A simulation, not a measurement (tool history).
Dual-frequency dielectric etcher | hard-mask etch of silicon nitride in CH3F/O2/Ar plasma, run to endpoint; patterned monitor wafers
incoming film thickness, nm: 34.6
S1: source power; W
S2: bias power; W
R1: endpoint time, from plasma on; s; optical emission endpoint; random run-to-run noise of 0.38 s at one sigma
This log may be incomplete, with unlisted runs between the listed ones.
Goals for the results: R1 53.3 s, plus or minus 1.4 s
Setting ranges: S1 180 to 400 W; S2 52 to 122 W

run    day   S1  S2      R1
  1      0  290  87  61.798
  2  0.025  320  90  58.376
  3  0.158  300  90   60.01
  4  0.467  280  90  61.863
  5  0.742  310  93  59.063
  6  0.988  330  96  57.207
  7  1.221  340  98  55.892
  8  1.358  350  99  55.851

Below are 4 possible settings for the next run. Only one of them brings all results inside the allowed miss of their targets. Which is it?
  A  1.496  380  102   ?
  B  1.496  350   96   ?
  C  1.496  350   97   ?
  D  1.496  310  109   ?

move      R1
   A  53.537
   B   56.22
   C  56.021
   D  56.038
A: in spec on every target
B: misses by more than the last run did
C: misses by more than the last run did
D: misses by more than the last run did
Answer: A
